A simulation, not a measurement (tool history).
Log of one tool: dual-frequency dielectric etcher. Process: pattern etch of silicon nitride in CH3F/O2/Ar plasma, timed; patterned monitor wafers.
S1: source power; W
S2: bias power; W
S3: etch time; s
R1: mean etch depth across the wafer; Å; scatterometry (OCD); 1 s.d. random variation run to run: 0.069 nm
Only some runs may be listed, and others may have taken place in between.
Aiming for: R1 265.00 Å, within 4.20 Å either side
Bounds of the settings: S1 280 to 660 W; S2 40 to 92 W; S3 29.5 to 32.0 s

| run | hour | S1 | S2 | S3 | R1 |
|---|---|---|---|---|---|
| 1 | 0.0 | 470 | 66 | 32.0 | 232.10 |
| 2 | 5.6 | 470 | 66 | 29.5 | 213.98 |
| 3 | 6.6 | 520 | 66 | 29.5 | 226.33 |
| 4 | 10.2 | 520 | 57 | 29.5 | 212.93 |
| 5 | 16.9 | 480 | 57 | 29.5 | 205.90 |
| 6 | 19.5 | 500 | 59 | 29.5 | 211.18 |
| 7 | 21.9 | 520 | 61 | 29.5 | 219.06 |
| 8 | 26.9 | 540 | 62 | 29.5 | 223.64 |
| 9 | 31.8 | 550 | 63 | 29.5 | 227.77 |
| 10 | 39.7 | 560 | 64 | 29.5 | 230.66 |
| 11 | 42.3 | 570 | 65 | 29.5 | 233.96 |
| 12 | 51.2 | 580 | 66 | 29.5 | 237.05 |
| 13 | 57.3 | 590 | 67 | 29.5 | 240.71 |
| 14 | 65.7 | 600 | 68 | 29.5 | 244.66 |
| 15 | 66.7 | 610 | 69 | 29.5 | 247.84 |
| 16 | 67.6 | 620 | 70 | 29.5 | 249.72 |
| 17 | 76.1 | 620 | 71 | 29.5 | 252.42 |
| 18 | 76.8 | 640 | 73 | 29.5 | 256.73 |

Which one of the following 4 next-run settings gets every result inside its allowed miss? There is exactly one.
| A | 77.5 | 650 | 63 | 30.0 | ? |
| B | 77.5 | 620 | 75 | 30.5 | ? |
| C | 77.5 | 620 | 78 | 31.0 | ? |
| D | 77.5 | 620 | 65 | 30.5 | ? |

| move | R1 |
|---|---|
| A | 250.74 |
| B | 266.28 |
| C | 274.74 |
| D | 252.23 |
A: further off than the last run
B: every result within its allowed miss
C: moves the result that the last run missed by most past its target, out the other side
D: further off than the last run
B is the move that brings every result within its allowed miss.
